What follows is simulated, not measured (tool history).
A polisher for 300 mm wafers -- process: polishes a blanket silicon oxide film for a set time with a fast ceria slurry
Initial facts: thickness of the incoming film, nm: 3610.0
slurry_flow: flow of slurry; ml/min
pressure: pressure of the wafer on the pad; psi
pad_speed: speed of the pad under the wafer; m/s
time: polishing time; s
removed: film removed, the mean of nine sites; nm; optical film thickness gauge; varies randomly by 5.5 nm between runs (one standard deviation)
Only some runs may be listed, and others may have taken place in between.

run	hour	slurry_flow	pressure	pad_speed	time	removed
1	0.0	220	2.2	1.1	88	1198.70
2	2.5	220	2.0	1.1	88	1092.60
3	3.6	220	1.8	1.1	88	983.11
4	11.0	220	1.8	1.1	88	1000.90
# hour 19.6: slurry nozzle cleaned
5	19.6	220	1.7	1.1	88	968.39
6	21.4	220	1.6	1.1	88	901.21
7	22.6	220	1.5	1.1	88	849.85
8	31.1	220	1.4	1.1	88	793.19
9	33.7	215	1.3	1.1	88	746.49
10	38.1	210	1.3	1.1	88	739.86
11	39.7	205	1.3	1.1	88	729.73
12	40.9	200	1.3	1.1	88	736.35
13	48.8	195	1.3	1.1	88	737.39
14	54.1	190	1.2	1.1	88	683.23
15	56.1	195	1.2	1.1	88	677.99

Run 16 has not been measured yet. What should we expect?
16	60.4	200	1.2	1.1	88	?

{"run 16": {"removed": 689.29}}
